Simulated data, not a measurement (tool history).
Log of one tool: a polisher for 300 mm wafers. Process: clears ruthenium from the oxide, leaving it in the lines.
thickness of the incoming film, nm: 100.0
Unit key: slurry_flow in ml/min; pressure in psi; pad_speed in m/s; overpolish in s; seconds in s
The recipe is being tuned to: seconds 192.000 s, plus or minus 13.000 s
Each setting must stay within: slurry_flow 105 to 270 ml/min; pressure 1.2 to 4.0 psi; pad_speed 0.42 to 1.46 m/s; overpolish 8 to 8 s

| run | hour | slurry_flow | pressure | pad_speed | overpolish | seconds |
|---|---|---|---|---|---|---|
| 1 | 0.0 | 175 | 2.6 | 0.94 | 8 | 91.437 |
| 2 | 4.3 | 175 | 2.4 | 0.92 | 8 | 105.230 |
| 3 | 8.1 | 175 | 2.2 | 0.92 | 8 | 110.750 |
| 4 | 16.9 | 175 | 2.1 | 0.90 | 8 | 121.140 |
| 5 | 19.0 | 175 | 2.1 | 0.90 | 8 | 116.960 |
| 6 | 27.6 | 175 | 2.0 | 0.88 | 8 | 128.480 |
| 7 | 34.2 | 175 | 1.9 | 0.88 | 8 | 134.100 |
| 8 | 40.9 | 175 | 1.8 | 0.88 | 8 | 138.330 |
| 9 | 45.1 | 175 | 1.7 | 0.86 | 8 | 150.240 |
| 10 | 52.6 | 175 | 1.6 | 0.86 | 8 | 158.820 |
| 11 | 56.5 | 175 | 1.5 | 0.86 | 8 | 163.070 |

Which of these 4 next moves meets every target?
| A | 60.4 | 175 | 2.0 | 0.66 | 8 | ? |
| B | 60.4 | 165 | 1.3 | 0.74 | 8 | ? |
| C | 60.4 | 175 | 1.3 | 0.86 | 8 | ? |
| D | 60.4 | 220 | 1.4 | 0.64 | 8 | ? |

| move | seconds |
|---|---|
| A | 163.850 |
| B | 223.480 |
| C | 191.390 |
| D | 229.380 |
A: no nearer and no further than the last run
B: carries the result that was furthest off beyond its target, to the other side
C: all results land within tolerance of their targets
D: carries the result that was furthest off beyond its target, to the other side
The move that meets every target is C.

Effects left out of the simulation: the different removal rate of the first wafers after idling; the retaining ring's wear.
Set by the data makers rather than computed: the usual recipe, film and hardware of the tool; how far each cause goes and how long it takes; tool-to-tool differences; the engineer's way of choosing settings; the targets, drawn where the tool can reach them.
